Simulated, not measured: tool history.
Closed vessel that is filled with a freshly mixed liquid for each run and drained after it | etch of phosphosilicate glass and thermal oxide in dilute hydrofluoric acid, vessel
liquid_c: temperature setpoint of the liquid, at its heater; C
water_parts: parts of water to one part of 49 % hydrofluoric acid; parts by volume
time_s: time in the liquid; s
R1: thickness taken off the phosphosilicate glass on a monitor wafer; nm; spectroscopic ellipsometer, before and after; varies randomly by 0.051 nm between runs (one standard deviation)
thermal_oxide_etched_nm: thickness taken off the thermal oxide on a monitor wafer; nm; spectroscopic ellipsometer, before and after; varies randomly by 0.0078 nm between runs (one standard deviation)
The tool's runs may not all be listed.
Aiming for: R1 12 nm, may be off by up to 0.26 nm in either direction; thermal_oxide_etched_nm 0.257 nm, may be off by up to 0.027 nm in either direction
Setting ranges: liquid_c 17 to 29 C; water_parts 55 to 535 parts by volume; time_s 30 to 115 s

{"run": 1, "hour": 0.0, "liquid_c": 21, "water_parts": 295, "time_s": 60, "R1": 31.584, "thermal_oxide_etched_nm": 0.66988}
{"run": 2, "hour": 3.4, "liquid_c": 20, "water_parts": 335, "time_s": 60, "R1": 25.982, "thermal_oxide_etched_nm": 0.55194}
{"run": 3, "hour": 4.2, "liquid_c": 20, "water_parts": 265, "time_s": 60, "R1": 34.853, "thermal_oxide_etched_nm": 0.75813}
{"run": 4, "hour": 11.0, "liquid_c": 19.5, "water_parts": 310, "time_s": 60, "R1": 28.311, "thermal_oxide_etched_nm": 0.64092}
{"run": 5, "hour": 18.0, "liquid_c": 19.5, "water_parts": 385, "time_s": 60, "R1": 21.371, "thermal_oxide_etched_nm": 0.45422}
{"run": 6, "hour": 21.4, "liquid_c": 19.5, "water_parts": 385, "time_s": 40, "R1": 14.188, "thermal_oxide_etched_nm": 0.30964}
{"run": 7, "hour": 25.0, "liquid_c": 19, "water_parts": 390, "time_s": 40, "R1": 13.824, "thermal_oxide_etched_nm": 0.27394}
{"run": 8, "hour": 29.6, "liquid_c": 19, "water_parts": 395, "time_s": 40, "R1": 13.465, "thermal_oxide_etched_nm": 0.28958}
{"run": 9, "hour": 33.4, "liquid_c": 19, "water_parts": 395, "time_s": 40, "R1": 13.427, "thermal_oxide_etched_nm": 0.27772}
{"run": 10, "hour": 39.7, "liquid_c": 18.5, "water_parts": 395, "time_s": 40, "R1": 13.233, "thermal_oxide_etched_nm": 0.28593}
{"run": 11, "hour": 48.9, "liquid_c": 18.5, "water_parts": 400, "time_s": 40, "R1": 13.017, "thermal_oxide_etched_nm": 0.2878}
{"run": 12, "hour": 51.6, "liquid_c": 18.5, "water_parts": 405, "time_s": 40, "R1": 12.835, "thermal_oxide_etched_nm": 0.26776}
{"run": 13, "hour": 59.7, "liquid_c": 18, "water_parts": 405, "time_s": 40, "R1": 12.646, "thermal_oxide_etched_nm": 0.27484}
{"run": 14, "hour": 63.3, "liquid_c": 18, "water_parts": 410, "time_s": 40, "R1": 12.401, "thermal_oxide_etched_nm": 0.27091}

Which single option among these 4 for the next run brings every result within its allowed miss of target? Just one does.
{"run": "A", "hour": 66.9, "liquid_c": 17, "water_parts": 380, "time_s": 35, "R1": "?", "thermal_oxide_etched_nm": "?"}
{"run": "B", "hour": 66.9, "liquid_c": 17, "water_parts": 370, "time_s": 35, "R1": "?", "thermal_oxide_etched_nm": "?"}
{"run": "C", "hour": 66.9, "liquid_c": 27.5, "water_parts": 415, "time_s": 30, "R1": "?", "thermal_oxide_etched_nm": "?"}
{"run": "D", "hour": 66.9, "liquid_c": 18.5, "water_parts": 370, "time_s": 35, "R1": "?", "thermal_oxide_etched_nm": "?"}

move=A R1=11.646 thermal_oxide_etched_nm=0.24908
move=B R1=12.055 thermal_oxide_etched_nm=0.25784
move=C R1=12.633 thermal_oxide_etched_nm=0.27019
move=D R1=12.729 thermal_oxide_etched_nm=0.27226
A: moves the result that the last run missed by most past its target, out the other side
B: every result within its allowed miss
C: lands further from the targets than the last run did
D: lands further from the targets than the last run did
B meets every target.
